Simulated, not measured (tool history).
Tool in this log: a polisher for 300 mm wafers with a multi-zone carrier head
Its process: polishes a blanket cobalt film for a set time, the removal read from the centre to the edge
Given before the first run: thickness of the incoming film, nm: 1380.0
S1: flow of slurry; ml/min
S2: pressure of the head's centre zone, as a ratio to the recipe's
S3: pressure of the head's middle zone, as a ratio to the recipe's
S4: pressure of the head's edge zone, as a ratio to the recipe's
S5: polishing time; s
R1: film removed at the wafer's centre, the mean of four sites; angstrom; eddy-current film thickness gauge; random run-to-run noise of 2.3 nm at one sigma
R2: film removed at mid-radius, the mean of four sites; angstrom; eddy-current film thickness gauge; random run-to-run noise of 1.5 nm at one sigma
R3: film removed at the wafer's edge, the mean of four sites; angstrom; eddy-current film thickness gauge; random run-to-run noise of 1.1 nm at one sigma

run 1 hour=0 | S1=165 S2=1 S3=1 S4=1 S5=39 | R1=1765.3 R2=1776.7 R3=1743.2
run 2 hour=7 | S1=160 S2=1.01 S3=0.99 S4=0.98 S5=39 | R1=1776.5 R2=1785.4 R3=1735.2
run 3 hour=13.4 | S1=160 S2=1.01 S3=1.07 S4=0.98 S5=39 | R1=1743 R2=1866.8 R3=1734
run 4 hour=15.8 | S1=160 S2=1.01 S3=1.03 S4=0.98 S5=39 | R1=1724 R2=1813.1 R3=1714.6
run 5 hour=18.1 | S1=160 S2=1.01 S3=0.99 S4=0.98 S5=39 | R1=1760 R2=1771.3 R3=1755.9
run 6 hour=22.5 | S1=175 S2=1.01 S3=0.99 S4=0.98 S5=39 | R1=1812.8 R2=1793.6 R3=1768.9
run 7 hour=26.6 | S1=170 S2=1.02 S3=0.98 S4=0.96 S5=38 | R1=1745.7 R2=1746.5 R3=1709.9
run 8 hour=31.4 | S1=165 S2=1.04 S3=0.98 S4=0.95 S5=37 | R1=1681.4 R2=1669.4 R3=1635.9
run 9 hour=33.3 | S1=165 S2=1.06 S3=0.97 S4=0.93 S5=37 | R1=1720.4 R2=1650.4 R3=1608.4
run 10 hour=35.3 | S1=160 S2=1.07 S3=0.96 S4=0.92 S5=37 | R1=1715.2 R2=1656.5 R3=1590

Run 11 has not been measured yet. What should we expect?
run 11 hour=38.5 | S1=130 S2=1.11 S3=0.86 S4=0.85 S5=36 | R1=? R2=? R3=?

R1: 1657.7 angstrom
R2: 1386.9 angstrom
R3: 1465.6 angstrom

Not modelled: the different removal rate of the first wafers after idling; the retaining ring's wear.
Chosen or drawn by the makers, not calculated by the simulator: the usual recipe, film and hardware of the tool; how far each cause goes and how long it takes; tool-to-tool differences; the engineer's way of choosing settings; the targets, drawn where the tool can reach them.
